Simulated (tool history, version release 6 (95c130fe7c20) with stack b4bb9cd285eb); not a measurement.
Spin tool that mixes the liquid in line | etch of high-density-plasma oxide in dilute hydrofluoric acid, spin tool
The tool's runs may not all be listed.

run	hour	temperature setpoint of the liquid (K)	parts of water to one part of 49 % hydrofluoric acid (parts by volume)	time under the liquid (s)	thickness taken off the high-density-plasma oxide on a monitor wafer (nm)
1	0	293.15	195	60	1.4583
2	5.5	295.65	165	60	1.9652
3	14	297.15	145	60	2.4421
4	15.5	297.15	85	60	4.4235
5	17	295.15	85	60	4.0812
6	24.7	295.15	35	60	10.655
7	29.4	295.15	35	60	10.682
8	34.2	296.65	55	60	7.0074
9	35.2	298.15	65	60	6.2126
10	36.8	298.15	65	60	6.2579
11	44.2	298.65	75	60	5.3887
12	51.2	299.15	85	60	4.8281

Forecast run 13:
13	55.6	299.15	90	60	?

thickness taken off the high-density-plasma oxide on a monitor wafer (nm): 4.5094

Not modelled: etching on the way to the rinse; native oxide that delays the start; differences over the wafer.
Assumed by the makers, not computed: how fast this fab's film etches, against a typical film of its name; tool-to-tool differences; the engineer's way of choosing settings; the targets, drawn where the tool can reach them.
